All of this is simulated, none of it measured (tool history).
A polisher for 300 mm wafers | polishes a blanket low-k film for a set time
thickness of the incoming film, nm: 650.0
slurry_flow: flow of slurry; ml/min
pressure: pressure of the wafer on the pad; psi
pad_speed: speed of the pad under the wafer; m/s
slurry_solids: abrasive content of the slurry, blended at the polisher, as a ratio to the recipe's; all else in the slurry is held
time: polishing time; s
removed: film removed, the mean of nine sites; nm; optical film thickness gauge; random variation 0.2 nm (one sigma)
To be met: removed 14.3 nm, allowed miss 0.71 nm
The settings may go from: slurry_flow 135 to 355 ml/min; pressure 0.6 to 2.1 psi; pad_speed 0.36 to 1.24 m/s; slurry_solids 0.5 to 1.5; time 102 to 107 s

run 1 hour=0 | slurry_flow=225 pressure=1.3 pad_speed=0.8 slurry_solids=1 time=102 | removed=27.468
run 2 hour=3.2 | slurry_flow=225 pressure=1.3 pad_speed=0.8 slurry_solids=1.1 time=102 | removed=30.022
run 3 hour=11.7 | slurry_flow=275 pressure=1.3 pad_speed=0.8 slurry_solids=1.1 time=102 | removed=30.212
run 4 hour=19.2 | slurry_flow=275 pressure=1.1 pad_speed=0.74 slurry_solids=1.1 time=102 | removed=24.636
run 5 hour=27.2 | slurry_flow=275 pressure=1.4 pad_speed=0.74 slurry_solids=1.1 time=102 | removed=29.802
run 6 hour=32.7 | slurry_flow=220 pressure=1.4 pad_speed=0.74 slurry_solids=1.1 time=102 | removed=29.898
run 7 hour=39.7 | slurry_flow=220 pressure=1.2 pad_speed=0.68 slurry_solids=1.1 time=102 | removed=23.983
run 8 hour=41.9 | slurry_flow=220 pressure=1 pad_speed=0.64 slurry_solids=1.1 time=102 | removed=19.829
run 9 hour=45.5 | slurry_flow=220 pressure=0.6 pad_speed=0.6 slurry_solids=1.1 time=102 | removed=12.093

4 next moves are on the table. One of them brings every result within its allowed miss. Which?
run A hour=49.1 | slurry_flow=195 pressure=0.9 pad_speed=0.44 slurry_solids=1.2 time=107 | removed=?
run B hour=49.1 | slurry_flow=195 pressure=0.7 pad_speed=0.6 slurry_solids=1.45 time=106 | removed=?
run C hour=49.1 | slurry_flow=275 pressure=0.6 pad_speed=0.46 slurry_solids=1.15 time=105 | removed=?
run D hour=49.1 | slurry_flow=210 pressure=0.7 pad_speed=0.68 slurry_solids=1.1 time=106 | removed=?

move=A removed=14.221
move=B removed=15.764
move=C removed=10.339
move=D removed=15.489
A: meets every target
B: takes the result that was furthest off past its target
C: further off than the last run
D: takes the result that was furthest off past its target
The right move is A.
